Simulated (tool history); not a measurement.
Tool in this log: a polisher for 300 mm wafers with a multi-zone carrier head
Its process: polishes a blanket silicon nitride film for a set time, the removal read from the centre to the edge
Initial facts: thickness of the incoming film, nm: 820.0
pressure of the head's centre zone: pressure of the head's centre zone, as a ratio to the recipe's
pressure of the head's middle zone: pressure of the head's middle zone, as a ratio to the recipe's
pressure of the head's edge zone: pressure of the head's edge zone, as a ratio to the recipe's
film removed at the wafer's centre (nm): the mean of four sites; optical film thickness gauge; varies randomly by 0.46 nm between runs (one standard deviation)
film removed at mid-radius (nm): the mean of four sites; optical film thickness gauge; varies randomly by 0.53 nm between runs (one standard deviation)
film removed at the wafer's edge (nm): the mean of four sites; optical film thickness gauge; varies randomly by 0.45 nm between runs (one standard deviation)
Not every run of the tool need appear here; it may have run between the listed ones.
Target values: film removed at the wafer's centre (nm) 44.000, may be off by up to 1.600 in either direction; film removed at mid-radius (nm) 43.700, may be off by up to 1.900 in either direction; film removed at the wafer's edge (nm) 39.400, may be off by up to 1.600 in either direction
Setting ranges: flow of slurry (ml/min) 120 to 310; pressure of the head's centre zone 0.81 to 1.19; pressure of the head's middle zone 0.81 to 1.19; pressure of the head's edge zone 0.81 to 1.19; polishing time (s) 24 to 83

run	day	flow of slurry (ml/min)	pressure of the head's centre zone	pressure of the head's middle zone	pressure of the head's edge zone	polishing time (s)	film removed at the wafer's centre (nm)	film removed at mid-radius (nm)	film removed at the wafer's edge (nm)
1	0.000	200	1.00	1.00	1.00	53	71.904	65.895	67.078
2	0.338	200	1.00	1.00	0.91	53	71.533	65.103	64.843
3	0.379	200	1.00	1.02	0.90	48	65.637	61.342	58.317
4	0.533	200	0.96	1.02	0.90	48	61.902	63.301	58.222
5	0.800	200	0.96	1.02	0.95	48	61.013	62.724	59.789
6	1.050	200	0.97	1.02	0.93	44	57.227	56.090	54.980
7	1.279	200	0.97	1.03	0.91	41	52.794	52.506	50.222
8	1.479	195	0.97	1.04	0.89	39	50.106	50.005	46.994
9	1.538	185	0.97	1.04	0.88	38	48.451	48.754	45.116
10	1.708	175	0.97	1.04	0.87	38	47.185	48.249	44.093
11	1.817	165	0.97	1.04	0.86	38	47.195	47.268	43.384

4 next moves are on the table. One of them brings every result within its allowed miss. Which?
A	1.925	175	0.85	1.08	0.93	39	?	?	?
B	1.925	255	1.00	0.87	1.00	37	?	?	?
C	1.925	145	1.16	1.04	0.81	33	?	?	?
D	1.925	125	1.03	1.08	0.84	36	?	?	?

move	film removed at the wafer's centre (nm)	film removed at mid-radius (nm)	film removed at the wafer's edge (nm)
A	42.589	52.213	47.642
B	50.614	43.656	48.908
C	47.162	41.089	36.852
D	43.733	44.602	39.760
A: moves away from the targets compared with the last run
B: moves away from the targets compared with the last run
C: moves the result that the last run missed by most past its target, out the other side
D: hits every target within its allowed miss
So the answer is move D, the one that meets all the targets.

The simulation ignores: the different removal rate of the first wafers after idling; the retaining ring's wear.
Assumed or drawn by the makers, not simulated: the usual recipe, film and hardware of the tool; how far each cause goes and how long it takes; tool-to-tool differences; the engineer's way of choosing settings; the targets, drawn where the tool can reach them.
